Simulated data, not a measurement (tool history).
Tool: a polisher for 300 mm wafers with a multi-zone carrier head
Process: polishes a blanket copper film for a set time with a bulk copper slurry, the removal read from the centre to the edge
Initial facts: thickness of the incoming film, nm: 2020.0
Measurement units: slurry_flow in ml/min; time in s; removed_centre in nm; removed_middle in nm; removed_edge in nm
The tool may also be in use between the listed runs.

Run 1, hour 0: slurry_flow 295 ml/min, centre_zone 1, middle_zone 1, edge_zone 1, slurry_solids 1, time 56 s. Result: removed_centre 552.07 nm, removed_middle 562.38 nm, removed_edge 546.8 nm.
Run 2, hour 6.1: slurry_flow 295 ml/min, centre_zone 1, middle_zone 1, edge_zone 1, slurry_solids 0.8, time 56 s. Result: removed_centre 524.91 nm, removed_middle 528.98 nm, removed_edge 516.04 nm.
Run 3, hour 9.2: slurry_flow 310 ml/min, centre_zone 1.05, middle_zone 1.04, edge_zone 1.03, slurry_solids 0.9, time 56 s. Result: removed_centre 566.86 nm, removed_middle 563.04 nm, removed_edge 547.52 nm.
Run 4, hour 16.9: slurry_flow 325 ml/min, centre_zone 1.09, middle_zone 1.07, edge_zone 1.03, slurry_solids 1, time 56 s. Result: removed_centre 609.06 nm, removed_middle 599.86 nm, removed_edge 550.17 nm.
Run 5, hour 22.4: slurry_flow 325 ml/min, centre_zone 1.09, middle_zone 1.07, edge_zone 1.03, slurry_solids 1, time 62 s. Result: removed_centre 682.99 nm, removed_middle 654.87 nm, removed_edge 607.85 nm.
Run 6, hour 28.8: slurry_flow 335 ml/min, centre_zone 1.1, middle_zone 1.08, edge_zone 1.04, slurry_solids 1, time 62 s. Result: removed_centre 684.04 nm, removed_middle 667.15 nm, removed_edge 621.78 nm.

Run 7 has not been measured yet. What should we expect?
Run 7, hour 29.6: slurry_flow 345 ml/min, centre_zone 1.12, middle_zone 1.09, edge_zone 1.04, slurry_solids 1, time 62 s. Result: removed_centre ?, removed_middle ?, removed_edge ?.

removed_centre: 697.06 nm
removed_middle: 669.33 nm
removed_edge: 627.73 nm
